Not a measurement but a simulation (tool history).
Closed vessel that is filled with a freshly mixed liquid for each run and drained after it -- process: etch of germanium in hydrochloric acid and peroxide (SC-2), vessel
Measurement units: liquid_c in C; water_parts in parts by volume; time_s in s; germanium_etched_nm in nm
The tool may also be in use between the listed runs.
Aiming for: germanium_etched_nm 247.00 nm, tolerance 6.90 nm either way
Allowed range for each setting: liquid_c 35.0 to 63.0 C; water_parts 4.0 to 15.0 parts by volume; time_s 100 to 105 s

run 1 hour=0.0 | liquid_c=47.0 water_parts=8.5 time_s=100 | germanium_etched_nm=314.68
run 2 hour=4.7 | liquid_c=47.0 water_parts=10.0 time_s=100 | germanium_etched_nm=309.53
run 3 hour=10.3 | liquid_c=51.0 water_parts=10.0 time_s=100 | germanium_etched_nm=351.17
run 4 hour=18.7 | liquid_c=50.0 water_parts=10.0 time_s=100 | germanium_etched_nm=342.32
run 5 hour=21.9 | liquid_c=50.0 water_parts=10.0 time_s=100 | germanium_etched_nm=340.07
run 6 hour=22.5 | liquid_c=54.5 water_parts=10.0 time_s=100 | germanium_etched_nm=394.00
run 7 hour=31.0 | liquid_c=53.0 water_parts=10.0 time_s=100 | germanium_etched_nm=374.53
run 8 hour=36.8 | liquid_c=51.5 water_parts=10.0 time_s=100 | germanium_etched_nm=356.75
run 9 hour=44.2 | liquid_c=50.0 water_parts=10.0 time_s=100 | germanium_etched_nm=339.65
run 10 hour=48.4 | liquid_c=49.0 water_parts=10.0 time_s=100 | germanium_etched_nm=328.40
run 11 hour=49.8 | liquid_c=49.0 water_parts=10.0 time_s=100 | germanium_etched_nm=329.10
run 12 hour=57.5 | liquid_c=48.0 water_parts=10.0 time_s=100 | germanium_etched_nm=319.43
run 13 hour=59.2 | liquid_c=47.0 water_parts=10.0 time_s=100 | germanium_etched_nm=309.83
run 14 hour=66.6 | liquid_c=46.0 water_parts=10.0 time_s=100 | germanium_etched_nm=298.65
run 15 hour=70.7 | liquid_c=45.5 water_parts=10.0 time_s=100 | germanium_etched_nm=295.43
run 16 hour=76.4 | liquid_c=39.0 water_parts=10.5 time_s=100 | germanium_etched_nm=236.38

Exactly one of the 5 candidate moves below puts every result within its allowed miss. Which one?
run A hour=82.1 | liquid_c=39.0 water_parts=11.0 time_s=105 | germanium_etched_nm=?
run B hour=82.1 | liquid_c=35.0 water_parts=13.0 time_s=105 | germanium_etched_nm=?
run C hour=82.1 | liquid_c=35.0 water_parts=5.0 time_s=105 | germanium_etched_nm=?
run D hour=82.1 | liquid_c=38.0 water_parts=12.5 time_s=100 | germanium_etched_nm=?
run E hour=82.1 | liquid_c=37.5 water_parts=8.0 time_s=100 | germanium_etched_nm=?

move=A germanium_etched_nm=247.39
move=B germanium_etched_nm=212.27
move=C germanium_etched_nm=223.56
move=D germanium_etched_nm=224.94
move=E germanium_etched_nm=228.98
A: hits every target within its allowed miss
B: moves away from the targets compared with the last run
C: moves away from the targets compared with the last run
D: moves away from the targets compared with the last run
E: moves away from the targets compared with the last run
A is the move that brings every result within its allowed miss.
